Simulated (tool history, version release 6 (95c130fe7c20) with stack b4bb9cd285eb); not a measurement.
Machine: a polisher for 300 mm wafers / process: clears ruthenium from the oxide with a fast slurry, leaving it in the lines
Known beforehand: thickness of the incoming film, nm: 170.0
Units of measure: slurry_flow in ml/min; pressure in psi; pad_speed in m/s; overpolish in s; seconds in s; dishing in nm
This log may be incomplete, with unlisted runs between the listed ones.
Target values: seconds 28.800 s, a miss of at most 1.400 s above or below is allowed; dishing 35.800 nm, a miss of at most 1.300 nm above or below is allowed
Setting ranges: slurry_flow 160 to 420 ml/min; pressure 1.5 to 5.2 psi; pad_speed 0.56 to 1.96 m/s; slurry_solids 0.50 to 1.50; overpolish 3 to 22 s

run    day  slurry_flow  pressure  pad_speed  slurry_solids  overpolish  seconds  dishing
  1  0.000          270       3.3       1.26           1.00          11   29.766   51.685
  2  0.042          270       3.3       1.26           1.00          10   29.801   47.253
  3  0.262          270       3.3       1.26           1.00           9   30.158   44.264
  4  0.479          270       3.3       1.26           0.80           9   35.071   37.340
  5  0.821          270       3.4       1.26           0.80           8   34.432   34.208
  6  0.988          270       3.4       1.26           0.80           4   33.980   17.956
  7  1.054          270       3.5       1.26           0.80           5   33.111   22.452
  8  1.204          270       3.6       1.26           0.80           5   32.262   23.652
  9  1.550          270       3.7       1.24           0.80           5   32.762   23.847
 10  1.808          270       3.9       1.22           0.80           5   31.894   23.864
 11  2.054          270       4.0       1.22           0.80           5   30.634   24.170
 12  2.267          270       4.1       1.22           0.80           5   29.920   25.312
 13  2.346          270       4.1       1.22           0.80           5   30.611   25.176
 14  2.696          270       4.2       1.22           0.80           5   29.387   25.239

Exercise: of the 5 proposed moves below, exactly one satisfies all targets within the stated allowed misses. Which move is it?
  A  3.046          250       3.5       1.48           0.80           7        ?        ?
  B  3.046          210       3.9       1.30           0.85           8        ?        ?
  C  3.046          270       4.0       1.26           0.70           9        ?        ?
  D  3.046          265       4.2       1.10           0.90           6        ?        ?
  E  3.046          265       4.2       1.24           0.80           8        ?        ?

move  seconds  dishing
   A   29.722   35.404
   B   29.846   39.834
   C   34.570   38.795
   D   30.529   29.955
   E   29.798   39.892
A: all results land within tolerance of their targets
B: takes the biggest miss from the last run beyond its target
C: takes the biggest miss from the last run beyond its target
D: an improvement on the last run, though not all results are within tolerance
E: takes the biggest miss from the last run beyond its target
So the answer is move A, the one that meets all the targets.
